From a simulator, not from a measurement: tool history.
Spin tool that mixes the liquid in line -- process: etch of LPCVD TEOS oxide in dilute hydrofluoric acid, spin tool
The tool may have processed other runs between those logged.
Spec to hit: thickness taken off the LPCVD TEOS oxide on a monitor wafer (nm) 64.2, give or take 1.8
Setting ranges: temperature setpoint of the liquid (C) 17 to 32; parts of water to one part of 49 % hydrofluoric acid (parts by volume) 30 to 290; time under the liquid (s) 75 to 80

run    day  temperature setpoint of the liquid (C)  parts of water to one part of 49 % hydrofluoric acid (parts by volume)  time under the liquid (s)  thickness taken off the LPCVD TEOS oxide on a monitor wafer (nm)
  1      0                                      24                                                                     160                         75                                                            15.688
  2  0.333                                      24                                                                     160                         80                                                            16.354
  3  0.438                                      24                                                                     160                         75                                                            15.436
  4  0.529                                      26                                                                     130                         75                                                            21.201
  5  0.679                                      29                                                                     130                         75                                                            23.607
  6      1                                      29                                                                     130                         80                                                             25.49
  7  1.325                                    29.5                                                                     110                         80                                                            31.023
  8  1.625                                      30                                                                      90                         80                                                            40.491
  9   1.95                                      30                                                                      90                         80                                                            40.295
 10  2.217                                    30.5                                                                      80                         80                                                            47.571

Which of these 5 next moves meets every target?
  A  2.483                                      29                                                                      60                         80                                                                 ?
  B  2.483                                      24                                                                      50                         80                                                                 ?
  C  2.483                                    29.5                                                                      55                         80                                                                 ?
  D  2.483                                      30                                                                      95                         75                                                                 ?
  E  2.483                                      28                                                                      55                         80                                                                 ?

move  thickness taken off the LPCVD TEOS oxide on a monitor wafer (nm)
   A                                                            60.427
   B                                                            60.153
   C                                                            67.728
   D                                                             35.34
   E                                                            63.837
A: nearer than the last run, and not there yet
B: nearer than the last run, and not there yet
C: carries the result that was furthest off beyond its target, to the other side
D: misses by more than the last run did
E: meets every target
The move that meets every target is E.
